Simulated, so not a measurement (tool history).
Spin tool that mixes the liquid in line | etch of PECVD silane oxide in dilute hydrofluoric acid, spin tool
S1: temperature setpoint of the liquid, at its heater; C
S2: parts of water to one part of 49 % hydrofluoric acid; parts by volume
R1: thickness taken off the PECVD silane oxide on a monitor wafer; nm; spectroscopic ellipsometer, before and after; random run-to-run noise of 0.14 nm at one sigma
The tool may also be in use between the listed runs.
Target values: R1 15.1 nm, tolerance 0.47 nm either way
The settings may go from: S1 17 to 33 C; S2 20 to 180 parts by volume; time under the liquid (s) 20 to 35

Run 1, hour 0: S1 25 C, S2 100 parts by volume, time under the liquid (s) 35. Result: R1 12.066 nm.
Run 2, hour 2.5: S1 25 C, S2 100 parts by volume, time under the liquid (s) 20. Result: R1 6.9 nm.
Run 3, hour 10.5: S1 27 C, S2 85 parts by volume, time under the liquid (s) 20. Result: R1 9.0304 nm.
Run 4, hour 14.4: S1 27 C, S2 85 parts by volume, time under the liquid (s) 20. Result: R1 8.9788 nm.
Run 5, hour 15.8: S1 27.5 C, S2 70 parts by volume, time under the liquid (s) 20. Result: R1 11.252 nm.
Run 6, hour 22.6: S1 27.5 C, S2 90 parts by volume, time under the liquid (s) 20. Result: R1 8.5236 nm.
Run 7, hour 26.3: S1 27.5 C, S2 75 parts by volume, time under the liquid (s) 20. Result: R1 10.519 nm.
Run 8, hour 29.9: S1 27.5 C, S2 65 parts by volume, time under the liquid (s) 20. Result: R1 12.203 nm.

Below are 4 possible settings for the next run. Only one of them brings all results inside the allowed miss of their targets. Which is it?
Run A, hour 33.5: S1 26 C, S2 85 parts by volume, time under the liquid (s) 35. Result: R1 ?.
Run B, hour 33.5: S1 25 C, S2 75 parts by volume, time under the liquid (s) 35. Result: R1 ?.
Run C, hour 33.5: S1 29 C, S2 60 parts by volume, time under the liquid (s) 20. Result: R1 ?.
Run D, hour 33.5: S1 29.5 C, S2 55 parts by volume, time under the liquid (s) 20. Result: R1 ?.

move      R1
   A  15.162
   B  16.733
   C  14.299
   D  16.026
A: all results in spec
B: the result that was furthest off in the last run now lies on the other side of its target
C: closes in on the targets versus the last run, not all within tolerance yet
D: the result that was furthest off in the last run now lies on the other side of its target
The right move is A.
